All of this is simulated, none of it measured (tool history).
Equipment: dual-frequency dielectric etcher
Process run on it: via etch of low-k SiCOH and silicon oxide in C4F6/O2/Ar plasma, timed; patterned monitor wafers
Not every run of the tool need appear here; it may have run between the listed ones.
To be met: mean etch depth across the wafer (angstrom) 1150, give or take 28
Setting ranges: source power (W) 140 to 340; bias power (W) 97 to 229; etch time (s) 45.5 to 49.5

run	day	source power (W)	bias power (W)	etch time (s)	mean etch depth across the wafer (angstrom)
1	0	240	163	49.5	1020.2
2	0.338	250	165	49.5	1048
3	0.417	250	165	49.5	1043.8
4	0.608	280	165	49.5	1101.2
5	0.679	280	165	45.5	1012.2
6	0.942	290	168	45.5	1025.3
7	1.008	290	172	46	1049.4
8	1.108	290	174	46	1062.6
9	1.158	290	175	46	1059.2
10	1.45	290	177	46	1065.2
11	1.521	290	178	46	1064.4
12	1.783	290	180	46	1074.1
13	2.112	290	181	46	1073.8
14	2.458	290	181	46	1079.3
15	2.812	290	182	46	1080
# day 2.962: source power generator calibrated
16	2.962	290	183	46	1100.2
17	3.075	290	184	46	1093.4
18	3.333	290	185	46	1102.7
19	3.567	290	186	46	1097.9
20	3.771	290	187	46	1104.3
21	4.062	290	188	46	1101.6

Below are 4 possible settings for the next run. Only one of them brings all results inside the allowed miss of their targets. Which is it?
A	4.354	290	183	45.5	?
B	4.354	270	155	49.5	?
C	4.354	300	199	46.5	?
D	4.354	280	186	45.5	?

move	mean etch depth across the wafer (angstrom)
A	1082.3
B	1074.8
C	1157.2
D	1071.6
A: moves away from the targets compared with the last run
B: moves away from the targets compared with the last run
C: every result lands within tolerance
D: moves away from the targets compared with the last run
The right move is C.
